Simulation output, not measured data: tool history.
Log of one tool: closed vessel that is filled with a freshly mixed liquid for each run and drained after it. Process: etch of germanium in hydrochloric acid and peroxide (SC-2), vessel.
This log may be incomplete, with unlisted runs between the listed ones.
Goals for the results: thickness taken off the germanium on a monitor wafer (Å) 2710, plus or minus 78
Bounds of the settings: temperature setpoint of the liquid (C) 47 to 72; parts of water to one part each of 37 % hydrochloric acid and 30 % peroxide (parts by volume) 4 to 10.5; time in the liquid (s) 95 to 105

run  hour  temperature setpoint of the liquid (C)  parts of water to one part each of 37 % hydrochloric acid and 30 % peroxide (parts by volume)  time in the liquid (s)  thickness taken off the germanium on a monitor wafer (Å)
  1     0                                      63                                                                                            5.5                      95                                                    3610.9
  2   5.5                                      61                                                                                            5.5                      95                                                    3365.4
  3   7.3                                      61                                                                                            7.5                      95                                                    3367.7
  4  11.8                                      61                                                                                            7.5                     105                                                    3705.4
  5  14.1                                      59                                                                                            7.5                     105                                                    3505.6
  6  16.9                                    57.5                                                                                            7.5                     105                                                    3338.2
  7  18.8                                    56.5                                                                                            7.5                     105                                                      3240
  8  21.9                                    55.5                                                                                            7.5                     105                                                    3084.8
  9  25.1                                      55                                                                                            7.5                     105                                                    3067.2
 10  30.5                                    54.5                                                                                            7.5                     105                                                    3040.3
 11    33                                      54                                                                                            7.5                     105                                                      3014
 12  35.2                                    53.5                                                                                            7.5                     105                                                    2960.9
 13  36.3                                      53                                                                                            7.5                     105                                                      2871
 14  37.2                                    52.5                                                                                            7.5                     105                                                    2877.6

Of the 4 settings listed for the next run, only one would bring every result within its allowed miss of target. Which one?
  A  38.1                                    52.5                                                                                              7                     100                                                         ?
  B  38.1                                    54.5                                                                                              8                     100                                                         ?
  C  38.1                                      54                                                                                              8                     100                                                         ?
  D  38.1                                    53.5                                                                                            6.5                     105                                                         ?

move  thickness taken off the germanium on a monitor wafer (Å)
   A                                                    2727.7
   B                                                    2877.5
   C                                                    2833.5
   D                                                    2966.8
A: all results land within tolerance of their targets
B: no better and no worse than the last run
C: nearer than the last run, and not there yet
D: its largest miss is bigger than the last run's
Correct choice: A, which meets every target

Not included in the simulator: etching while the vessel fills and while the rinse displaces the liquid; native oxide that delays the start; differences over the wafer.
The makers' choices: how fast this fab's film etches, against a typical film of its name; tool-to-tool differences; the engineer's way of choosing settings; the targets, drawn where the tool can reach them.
